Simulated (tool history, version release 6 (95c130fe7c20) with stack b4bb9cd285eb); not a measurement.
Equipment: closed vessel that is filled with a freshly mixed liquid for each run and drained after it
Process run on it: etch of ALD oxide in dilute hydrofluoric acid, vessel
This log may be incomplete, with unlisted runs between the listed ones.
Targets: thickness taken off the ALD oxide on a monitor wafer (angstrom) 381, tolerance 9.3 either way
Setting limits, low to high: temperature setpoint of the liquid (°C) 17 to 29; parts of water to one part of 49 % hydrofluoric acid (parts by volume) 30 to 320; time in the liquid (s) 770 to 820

run  hour  temperature setpoint of the liquid (°C)  parts of water to one part of 49 % hydrofluoric acid (parts by volume)  time in the liquid (s)  thickness taken off the ALD oxide on a monitor wafer (angstrom)
  1     0                                       21                                                                     175                     770                                                           591.83
  2   1.7                                       21                                                                     200                     770                                                           506.89
  3   4.9                                       21                                                                     175                     770                                                           585.78
  4  13.2                                     20.5                                                                     180                     770                                                           557.79
  5  21.6                                     17.5                                                                     180                     770                                                           493.48
  6  28.5                                     17.5                                                                     185                     770                                                           486.12
  7  31.3                                     17.5                                                                     190                     770                                                           466.12
  8  39.5                                     17.5                                                                     195                     770                                                           447.75
  9  41.7                                     17.5                                                                     200                     770                                                           436.73
 10  45.9                                       17                                                                     210                     770                                                           406.53
 11  52.9                                       17                                                                     215                     770                                                            391.2

4 candidate next runs follow, results not yet known. Just one meets every target within its allowed miss. Identify it.
  A  59.9                                       17                                                                     205                     785                                                                ?
  B  59.9                                       18                                                                     245                     795                                                                ?
  C  59.9                                       21                                                                     260                     805                                                                ?
  D  59.9                                       17                                                                     220                     815                                                                ?

move  thickness taken off the ALD oxide on a monitor wafer (angstrom)
   A                                                           423.82
   B                                                           360.22
   C                                                           379.58
   D                                                           404.49
A: further off than the last run
B: carries the result that was furthest off beyond its target, to the other side
C: each result inside its tolerance
D: further off than the last run
C meets every target.

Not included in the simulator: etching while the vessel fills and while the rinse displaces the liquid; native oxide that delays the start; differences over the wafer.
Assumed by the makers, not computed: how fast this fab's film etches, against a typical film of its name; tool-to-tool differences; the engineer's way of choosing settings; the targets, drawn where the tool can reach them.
